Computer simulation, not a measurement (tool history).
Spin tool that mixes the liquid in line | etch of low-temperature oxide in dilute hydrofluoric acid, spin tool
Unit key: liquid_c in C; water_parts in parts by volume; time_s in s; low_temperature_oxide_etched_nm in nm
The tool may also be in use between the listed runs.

run  hour  liquid_c  water_parts  time_s  low_temperature_oxide_etched_nm
  1     0        23           45     135                           47.258
  2   3.8        23           45     145                            49.91
  3   9.9        23           55     145                           41.328
  4  11.2        25           50     145                           49.748
  5  19.3      26.5           45     145                           58.471
  6  23.2      26.5           45     135                           54.635
  7  28.5      26.5           45     135                           55.107
  8  29.9        28           45     135                           58.467

The next listed run, before its measurement:
  9    36        28           45     135                                ?

low_temperature_oxide_etched_nm: 58.771 nm
